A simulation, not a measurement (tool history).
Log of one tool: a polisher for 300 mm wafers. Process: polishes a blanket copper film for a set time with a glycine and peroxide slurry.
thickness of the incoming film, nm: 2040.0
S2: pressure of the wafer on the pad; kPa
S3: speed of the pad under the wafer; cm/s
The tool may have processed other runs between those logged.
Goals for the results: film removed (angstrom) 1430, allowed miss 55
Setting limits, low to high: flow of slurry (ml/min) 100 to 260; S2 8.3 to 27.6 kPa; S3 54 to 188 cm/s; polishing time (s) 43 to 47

Run 1, day 0: flow of slurry (ml/min) 165, S2 17.9 kPa, S3 120 cm/s, polishing time (s) 47. Result: film removed (angstrom) 2367.
Run 2, day 0.238: flow of slurry (ml/min) 165, S2 16.5 kPa, S3 118 cm/s, polishing time (s) 47. Result: film removed (angstrom) 2213.
Run 3, day 0.583: flow of slurry (ml/min) 180, S2 16.5 kPa, S3 118 cm/s, polishing time (s) 47. Result: film removed (angstrom) 2248.
Run 4, day 0.658: flow of slurry (ml/min) 175, S2 15.2 kPa, S3 116 cm/s, polishing time (s) 47. Result: film removed (angstrom) 2135.9.
Run 5, day 0.962: flow of slurry (ml/min) 170, S2 13.8 kPa, S3 112 cm/s, polishing time (s) 47. Result: film removed (angstrom) 1964.1.
Run 6, day 1.279: flow of slurry (ml/min) 170, S2 13.1 kPa, S3 110 cm/s, polishing time (s) 47. Result: film removed (angstrom) 1860.4.
Run 7, day 1.633: flow of slurry (ml/min) 165, S2 12.4 kPa, S3 108 cm/s, polishing time (s) 47. Result: film removed (angstrom) 1775.
Run 8, day 1.996: flow of slurry (ml/min) 160, S2 11.7 kPa, S3 108 cm/s, polishing time (s) 47. Result: film removed (angstrom) 1746.

Consider the 5 candidate settings below. Which is the only one whose results all fall within their allowed miss of target?
Run A, day 2.358: flow of slurry (ml/min) 150, S2 11 kPa, S3 90 cm/s, polishing time (s) 43. Result: film removed (angstrom) ?.
Run B, day 2.358: flow of slurry (ml/min) 175, S2 9 kPa, S3 120 cm/s, polishing time (s) 44. Result: film removed (angstrom) ?.
Run C, day 2.358: flow of slurry (ml/min) 140, S2 8.3 kPa, S3 124 cm/s, polishing time (s) 43. Result: film removed (angstrom) ?.
Run D, day 2.358: flow of slurry (ml/min) 155, S2 9.7 kPa, S3 100 cm/s, polishing time (s) 43. Result: film removed (angstrom) ?.
Run E, day 2.358: flow of slurry (ml/min) 160, S2 9.7 kPa, S3 130 cm/s, polishing time (s) 47. Result: film removed (angstrom) ?.

move  film removed (angstrom)
   A                   1326.4
   B                   1570.3
   C                   1462.3
   D                     1356
   E                     1822
A: carries the result that was furthest off beyond its target, to the other side
B: better than the last run, though not everything is in spec
C: all results land within tolerance of their targets
D: carries the result that was furthest off beyond its target, to the other side
E: misses by more than the last run did
So the answer is move C, the one that meets all the targets.
